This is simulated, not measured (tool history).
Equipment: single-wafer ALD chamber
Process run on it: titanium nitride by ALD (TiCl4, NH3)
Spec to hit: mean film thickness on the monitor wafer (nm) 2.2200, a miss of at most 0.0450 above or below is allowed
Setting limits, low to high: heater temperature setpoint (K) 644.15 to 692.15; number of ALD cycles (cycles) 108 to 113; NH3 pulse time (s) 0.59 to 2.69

| run | hour | heater temperature setpoint (K) | number of ALD cycles (cycles) | NH3 pulse time (s) | mean film thickness on the monitor wafer (nm) |
|---|---|---|---|---|---|
| 1 | 0.0 | 668.15 | 113 | 1.64 | 2.4445 |
| 2 | 4.5 | 676.15 | 113 | 1.64 | 2.4373 |
| 3 | 5.8 | 676.15 | 113 | 1.64 | 2.4517 |
| 4 | 12.5 | 676.15 | 113 | 1.64 | 2.4596 |
| 5 | 17.5 | 676.15 | 113 | 1.20 | 2.4255 |
| 6 | 24.1 | 676.15 | 113 | 0.91 | 2.3888 |
| 7 | 31.5 | 676.15 | 113 | 0.91 | 2.3931 |
| 8 | 35.2 | 670.15 | 112 | 0.83 | 2.3227 |
| 9 | 40.1 | 670.15 | 112 | 0.83 | 2.3627 |
| 10 | 46.3 | 664.15 | 111 | 0.77 | 2.2769 |

Which of these 4 next moves meets every target?
| A | 52.5 | 649.15 | 108 | 0.59 | ? |
| B | 52.5 | 655.15 | 108 | 0.59 | ? |
| C | 52.5 | 666.15 | 108 | 0.74 | ? |
| D | 52.5 | 669.15 | 113 | 0.76 | ? |

| move | mean film thickness on the monitor wafer (nm) |
|---|---|
| A | 2.0961 |
| B | 2.1336 |
| C | 2.2255 |
| D | 2.3460 |
A: takes the biggest miss from the last run beyond its target
B: takes the biggest miss from the last run beyond its target
C: every result within its allowed miss
D: misses by more than the last run did
C is the move that brings every result within its allowed miss.

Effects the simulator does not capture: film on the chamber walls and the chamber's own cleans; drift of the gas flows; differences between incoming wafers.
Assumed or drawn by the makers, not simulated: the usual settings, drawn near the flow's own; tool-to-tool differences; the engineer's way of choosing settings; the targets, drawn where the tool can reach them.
